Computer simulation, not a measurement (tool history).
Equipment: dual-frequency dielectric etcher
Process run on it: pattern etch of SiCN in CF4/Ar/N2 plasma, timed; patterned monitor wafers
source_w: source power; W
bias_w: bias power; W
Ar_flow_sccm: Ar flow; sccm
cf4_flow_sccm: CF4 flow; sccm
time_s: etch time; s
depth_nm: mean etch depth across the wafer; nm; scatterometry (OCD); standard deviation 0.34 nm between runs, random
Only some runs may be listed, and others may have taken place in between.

{"run": 1, "hour": 0.0, "source_w": 470, "bias_w": 69, "Ar_flow_sccm": 81, "cf4_flow_sccm": 71, "time_s": 98.0, "depth_nm": 87.046}
{"run": 2, "hour": 2.5, "source_w": 470, "bias_w": 69, "Ar_flow_sccm": 81, "cf4_flow_sccm": 71, "time_s": 102.5, "depth_nm": 91.678}
{"run": 3, "hour": 4.2, "source_w": 450, "bias_w": 69, "Ar_flow_sccm": 81, "cf4_flow_sccm": 71, "time_s": 102.5, "depth_nm": 86.989}
{"run": 4, "hour": 6.0, "source_w": 450, "bias_w": 77, "Ar_flow_sccm": 81, "cf4_flow_sccm": 71, "time_s": 102.5, "depth_nm": 91.042}
{"run": 5, "hour": 10.7, "source_w": 450, "bias_w": 77, "Ar_flow_sccm": 81, "cf4_flow_sccm": 76, "time_s": 102.5, "depth_nm": 91.791}
{"run": 6, "hour": 15.3, "source_w": 450, "bias_w": 77, "Ar_flow_sccm": 91, "cf4_flow_sccm": 76, "time_s": 102.5, "depth_nm": 90.252}

The next listed run, before its measurement:
{"run": 7, "hour": 24.3, "source_w": 430, "bias_w": 77, "Ar_flow_sccm": 91, "cf4_flow_sccm": 76, "time_s": 102.5, "depth_nm": "?"}

{"run 7": {"depth_nm": 84.804}}
